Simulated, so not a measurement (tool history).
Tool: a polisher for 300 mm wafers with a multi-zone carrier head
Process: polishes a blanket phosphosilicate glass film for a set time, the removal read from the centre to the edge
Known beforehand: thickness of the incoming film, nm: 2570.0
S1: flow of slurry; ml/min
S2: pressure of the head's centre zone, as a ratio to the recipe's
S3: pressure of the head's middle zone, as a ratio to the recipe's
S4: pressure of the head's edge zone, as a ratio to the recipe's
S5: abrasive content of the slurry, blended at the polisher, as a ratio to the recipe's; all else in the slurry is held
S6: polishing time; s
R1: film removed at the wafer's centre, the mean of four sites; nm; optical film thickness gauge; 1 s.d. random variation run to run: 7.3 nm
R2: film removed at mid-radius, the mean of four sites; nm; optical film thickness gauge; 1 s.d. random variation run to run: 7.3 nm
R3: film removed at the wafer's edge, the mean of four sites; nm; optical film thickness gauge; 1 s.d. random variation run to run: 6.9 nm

run,hour,S1,S2,S3,S4,S5,S6,R1,R2,R3
1,0.0,235,1.00,1.00,1.00,1.00,87,607.33,621.13,629.10
2,8.0,235,1.00,1.00,1.00,1.00,65,450.96,465.98,464.59
3,9.7,240,1.02,1.02,1.01,1.05,65,490.50,497.37,483.55
4,11.2,295,1.02,1.02,1.01,1.05,65,492.61,508.70,503.15
5,15.2,295,0.99,1.02,1.01,1.05,65,479.36,499.58,505.56
# hour 22.9: worn pad replaced by a new one
6,22.9,295,0.99,1.09,1.01,1.05,65,553.82,608.06,562.03
7,24.4,295,1.00,1.09,1.01,1.05,65,552.37,609.67,569.81

Run 8 is up next; what results do you expect?
8,30.7,295,1.00,1.09,1.01,1.05,65,?,?,?

Run 8 gave R1 547.71 nm, R2 612.91 nm, R3 569.75 nm.

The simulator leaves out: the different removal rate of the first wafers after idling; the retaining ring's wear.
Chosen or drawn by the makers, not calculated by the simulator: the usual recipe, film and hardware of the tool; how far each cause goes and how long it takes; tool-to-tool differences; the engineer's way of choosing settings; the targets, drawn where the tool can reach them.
